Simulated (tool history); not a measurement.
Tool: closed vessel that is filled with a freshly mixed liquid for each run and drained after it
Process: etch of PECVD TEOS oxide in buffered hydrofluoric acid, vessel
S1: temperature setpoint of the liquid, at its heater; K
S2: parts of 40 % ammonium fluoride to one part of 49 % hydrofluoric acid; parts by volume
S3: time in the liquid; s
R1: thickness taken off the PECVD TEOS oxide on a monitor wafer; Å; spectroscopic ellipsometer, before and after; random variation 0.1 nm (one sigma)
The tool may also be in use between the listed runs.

run  hour      S1    S2  S3      R1
  1   0.0  293.15   8.5  30  405.17
  2   1.6  292.15   9.0  30  360.00
  3   7.5  295.15   9.0  30  423.81
  4  10.7  295.15  11.0  30  361.37
  5  17.8  295.15  10.0  30  396.61
  6  24.2  295.15  10.0  30  395.70
  7  26.6  293.65  10.5  30  348.83
  8  30.8  292.65  10.5  30  328.84

Run 9 comes next. What will it give?
  9  32.3  291.65  10.5  30   ?

Run 9 gave R1 309.40 Å.

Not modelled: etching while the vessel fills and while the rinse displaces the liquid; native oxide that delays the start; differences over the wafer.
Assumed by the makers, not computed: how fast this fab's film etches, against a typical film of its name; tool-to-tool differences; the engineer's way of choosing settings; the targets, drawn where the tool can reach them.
